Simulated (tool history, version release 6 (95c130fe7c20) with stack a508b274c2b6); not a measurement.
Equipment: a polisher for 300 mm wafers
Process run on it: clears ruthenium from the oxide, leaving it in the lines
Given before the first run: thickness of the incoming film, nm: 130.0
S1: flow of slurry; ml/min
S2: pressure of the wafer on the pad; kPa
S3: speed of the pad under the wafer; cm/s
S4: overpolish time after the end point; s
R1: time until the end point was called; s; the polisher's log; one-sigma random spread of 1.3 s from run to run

run,hour,S1,S2,S3,S4,R1
1,0.0,290,15.9,110,5,106.33
2,6.9,335,15.9,110,5,105.11
3,15.8,335,11.7,110,5,126.11
4,23.1,330,11.0,110,5,128.95
5,28.1,395,11.0,110,5,129.11
6,32.6,395,10.3,110,5,132.56
7,36.8,395,9.7,110,5,137.64

Run 8, settings as shown, results not yet in. Your forecast:
8,40.3,395,9.0,110,5,?

{"run 8": {"R1": 144.74}}
